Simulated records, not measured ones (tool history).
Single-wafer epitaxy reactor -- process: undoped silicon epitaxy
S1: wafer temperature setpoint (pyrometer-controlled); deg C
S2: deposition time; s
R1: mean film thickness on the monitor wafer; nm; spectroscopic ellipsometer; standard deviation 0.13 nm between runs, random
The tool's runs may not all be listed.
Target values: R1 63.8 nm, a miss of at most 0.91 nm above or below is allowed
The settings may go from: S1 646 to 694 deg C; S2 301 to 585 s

run    day   S1   S2      R1
  1      0  670  443  106.98
  2  0.371  670  381  91.947
  3  0.717  666  381  83.842
  4  0.954  663  381  78.307
  5  1.067  670  381  91.734
  6  1.192  666  381  84.091
  7  1.429  663  381  78.451
  8  1.458  652  380  60.374
  9  1.679  653  380  61.917
 10  1.988  653  380  61.718

Consider the 5 candidate settings below. Which is the only one whose results all fall within their allowed miss of target?
  A  2.296  653  363   ?
  B  2.296  657  356   ?
  C  2.296  646  438   ?
  D  2.296  654  356   ?
  E  2.296  657  370   ?

move      R1
   A  58.918
   B  63.489
   C  60.157
   D  59.163
   E  65.986
A: the biggest miss grows against the last run
B: hits every target within its allowed miss
C: the biggest miss grows against the last run
D: the biggest miss grows against the last run
E: moves the result that the last run missed by most past its target, out the other side
So the answer is move B, the one that meets all the targets.
